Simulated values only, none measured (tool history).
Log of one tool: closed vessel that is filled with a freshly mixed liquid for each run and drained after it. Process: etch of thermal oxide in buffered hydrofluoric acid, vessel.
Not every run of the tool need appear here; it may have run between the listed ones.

run	hour	temperature setpoint of the liquid (°C)	parts of 40 % ammonium fluoride to one part of 49 % hydrofluoric acid (parts by volume)	time in the liquid (s)	thickness taken off the thermal oxide on a monitor wafer (angstrom)
1	0.0	21.0	12.5	95	725.39
2	8.1	23.0	11.0	95	908.63
3	15.2	23.0	7.5	95	1301.50
4	22.7	24.5	7.5	95	1405.40
5	30.8	24.5	5.5	95	1881.30
6	37.8	28.0	5.5	95	2281.80

What does the tool deliver on the next run?
7	45.3	27.0	5.5	95	?

thickness taken off the thermal oxide on a monitor wafer (angstrom): 2128.60
